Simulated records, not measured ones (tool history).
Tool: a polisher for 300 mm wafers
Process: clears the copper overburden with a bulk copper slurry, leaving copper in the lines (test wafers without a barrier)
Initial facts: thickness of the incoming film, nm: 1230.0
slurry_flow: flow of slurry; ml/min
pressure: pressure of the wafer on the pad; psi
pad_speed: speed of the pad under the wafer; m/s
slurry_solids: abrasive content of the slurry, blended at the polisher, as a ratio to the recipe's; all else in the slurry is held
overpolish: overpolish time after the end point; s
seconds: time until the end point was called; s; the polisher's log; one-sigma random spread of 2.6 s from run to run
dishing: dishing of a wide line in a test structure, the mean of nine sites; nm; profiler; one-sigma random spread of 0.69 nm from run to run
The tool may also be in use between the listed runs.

run,hour,slurry_flow,pressure,pad_speed,slurry_solids,overpolish,seconds,dishing
1,0,275,3.4,0.94,1,13,125.06,59.068
2,4.2,210,3.4,0.94,1,13,131.65,57.842
3,7.9,205,3,0.94,1,14,145.66,56.065
4,13.5,205,3.6,0.94,1,14,123.56,62.229
5,16.7,205,3.6,0.94,0.8,14,123.9,61.792
6,24,165,3.6,0.94,0.8,14,129.88,61.57

The next listed run, before its measurement:
7,31.1,165,3.2,0.94,0.8,15,?,?

{"run 7": {"seconds": 145.48, "dishing": 59.596}}
